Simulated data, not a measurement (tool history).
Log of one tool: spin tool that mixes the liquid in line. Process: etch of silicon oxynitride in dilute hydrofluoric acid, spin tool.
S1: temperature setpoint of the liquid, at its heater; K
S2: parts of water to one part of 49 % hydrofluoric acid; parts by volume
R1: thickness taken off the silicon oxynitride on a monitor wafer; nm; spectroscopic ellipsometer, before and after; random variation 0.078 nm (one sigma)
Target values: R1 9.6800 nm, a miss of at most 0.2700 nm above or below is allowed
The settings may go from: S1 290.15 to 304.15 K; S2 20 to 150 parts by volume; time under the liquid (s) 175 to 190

Run 1, hour 0.0: S1 296.15 K, S2 85 parts by volume, time under the liquid (s) 175. Result: R1 6.5504 nm.
Run 2, hour 1.2: S1 296.15 K, S2 70 parts by volume, time under the liquid (s) 175. Result: R1 7.9287 nm.
Run 3, hour 8.9: S1 296.15 K, S2 70 parts by volume, time under the liquid (s) 190. Result: R1 8.7098 nm.
Run 4, hour 16.9: S1 296.65 K, S2 70 parts by volume, time under the liquid (s) 190. Result: R1 8.9250 nm.
Run 5, hour 21.1: S1 296.65 K, S2 85 parts by volume, time under the liquid (s) 190. Result: R1 7.2871 nm.
Run 6, hour 28.7: S1 293.15 K, S2 85 parts by volume, time under the liquid (s) 190. Result: R1 6.1543 nm.
Run 7, hour 34.7: S1 297.15 K, S2 80 parts by volume, time under the liquid (s) 190. Result: R1 7.9419 nm.
At hour 37.6: thermometer replaced.
Run 8, hour 37.6: S1 298.15 K, S2 80 parts by volume, time under the liquid (s) 190. Result: R1 9.2146 nm.
Run 9, hour 45.3: S1 298.65 K, S2 80 parts by volume, time under the liquid (s) 190. Result: R1 9.3400 nm.

Of the 5 settings listed for the next run, only one would bring every result within its allowed miss of target. Which one?
Run A, hour 53.0: S1 296.65 K, S2 75 parts by volume, time under the liquid (s) 185. Result: R1 ?.
Run B, hour 53.0: S1 295.65 K, S2 65 parts by volume, time under the liquid (s) 180. Result: R1 ?.
Run C, hour 53.0: S1 298.15 K, S2 85 parts by volume, time under the liquid (s) 190. Result: R1 ?.
Run D, hour 53.0: S1 298.65 K, S2 85 parts by volume, time under the liquid (s) 185. Result: R1 ?.
Run E, hour 53.0: S1 298.65 K, S2 85 parts by volume, time under the liquid (s) 190. Result: R1 ?.

move      R1
   A  9.0443
   B  9.7517
   C  8.7296
   D  8.7029
   E  8.9381
A: its largest miss is bigger than the last run's
B: in spec on every target
C: its largest miss is bigger than the last run's
D: its largest miss is bigger than the last run's
E: its largest miss is bigger than the last run's
Correct choice: B, which meets every target

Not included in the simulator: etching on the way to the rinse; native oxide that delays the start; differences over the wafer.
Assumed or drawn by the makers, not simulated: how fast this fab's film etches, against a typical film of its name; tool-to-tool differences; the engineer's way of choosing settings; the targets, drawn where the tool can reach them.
